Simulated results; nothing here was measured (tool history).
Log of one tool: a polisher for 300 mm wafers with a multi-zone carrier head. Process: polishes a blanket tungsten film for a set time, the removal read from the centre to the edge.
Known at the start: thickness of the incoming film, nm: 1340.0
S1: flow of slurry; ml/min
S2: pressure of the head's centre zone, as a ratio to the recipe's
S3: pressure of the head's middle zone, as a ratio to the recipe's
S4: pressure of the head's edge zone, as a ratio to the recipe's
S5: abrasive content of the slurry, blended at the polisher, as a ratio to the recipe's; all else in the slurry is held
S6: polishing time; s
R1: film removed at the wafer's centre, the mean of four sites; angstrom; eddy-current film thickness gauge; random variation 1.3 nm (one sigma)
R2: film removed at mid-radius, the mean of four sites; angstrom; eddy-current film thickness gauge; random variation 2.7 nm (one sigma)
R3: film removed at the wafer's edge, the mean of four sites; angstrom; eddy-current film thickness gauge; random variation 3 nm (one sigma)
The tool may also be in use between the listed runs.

run	hour	S1	S2	S3	S4	S5	S6	R1	R2	R3
1	0.0	220	1.00	1.00	1.00	1.00	61	2785.2	2805.0	2800.2
2	3.6	215	0.97	1.00	0.99	0.90	59	2558.5	2675.1	2574.5
3	7.1	205	0.94	1.00	1.01	0.85	57	2314.3	2515.0	2430.8
4	14.3	205	0.94	1.06	1.01	0.85	57	2277.2	2569.4	2455.4
5	21.6	205	0.94	1.06	1.04	0.85	57	2286.2	2558.2	2469.5
6	23.2	205	0.88	1.06	1.04	0.85	57	2139.3	2537.2	2462.4
7	26.5	200	0.87	1.05	1.04	0.80	56	2031.2	2480.7	2373.1
8	31.6	195	0.87	1.03	1.04	0.75	55	1929.1	2318.7	2240.7
9	39.5	190	0.86	1.02	1.03	0.75	55	1916.9	2248.1	2253.3
10	43.5	190	0.85	1.03	1.01	0.70	55	1845.4	2197.6	2181.8
11	46.5	190	0.84	1.04	0.99	0.70	55	1800.2	2234.9	2139.5
12	48.3	185	0.84	1.03	0.98	0.70	55	1788.8	2245.1	2076.1
13	53.8	180	0.84	1.02	0.98	0.70	55	1789.9	2157.8	2139.4
14	58.5	180	0.84	1.02	0.96	0.70	55	1791.8	2228.6	2177.4

The next listed run, before its measurement:
15	59.6	185	0.84	1.02	0.96	0.65	55	?	?	?

Run 15 gave R1 1763.5 angstrom, R2 2124.9 angstrom, R3 2052.4 angstrom.
